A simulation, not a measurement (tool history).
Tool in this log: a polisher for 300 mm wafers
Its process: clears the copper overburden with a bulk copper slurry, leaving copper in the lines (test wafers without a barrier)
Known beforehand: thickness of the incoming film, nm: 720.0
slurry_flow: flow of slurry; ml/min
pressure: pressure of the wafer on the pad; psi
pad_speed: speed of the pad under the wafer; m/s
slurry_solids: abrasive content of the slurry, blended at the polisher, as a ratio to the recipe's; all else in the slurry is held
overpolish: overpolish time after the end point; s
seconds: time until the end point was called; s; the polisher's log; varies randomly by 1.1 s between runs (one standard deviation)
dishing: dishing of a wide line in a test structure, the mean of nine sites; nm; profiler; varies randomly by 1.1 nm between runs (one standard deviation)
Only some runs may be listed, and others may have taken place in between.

run  hour  slurry_flow  pressure  pad_speed  slurry_solids  overpolish  seconds  dishing
  1     0          270       2.1       1.32              1          21   80.406   93.433
  2   5.4          270       1.7       1.32              1          21   97.472    79.13
  3   7.6          270       1.7       1.38              1          18   94.215   73.841
  4  11.4          270       1.7       1.38              1          14    93.32   61.041
  5  14.5          300       1.7       1.38              1          14   91.507   61.503
  6  17.1          305       1.8        1.4              1          13    85.72    60.46
  7  19.5          310       1.9        1.4              1          13   80.925   65.704

Predict the results of run 8:
     27.7  -- slurry blender recalibrated
  8  27.7          310       1.9        1.4              1          12        ?        ?

seconds: 77.015 s
dishing: 64.682 nm

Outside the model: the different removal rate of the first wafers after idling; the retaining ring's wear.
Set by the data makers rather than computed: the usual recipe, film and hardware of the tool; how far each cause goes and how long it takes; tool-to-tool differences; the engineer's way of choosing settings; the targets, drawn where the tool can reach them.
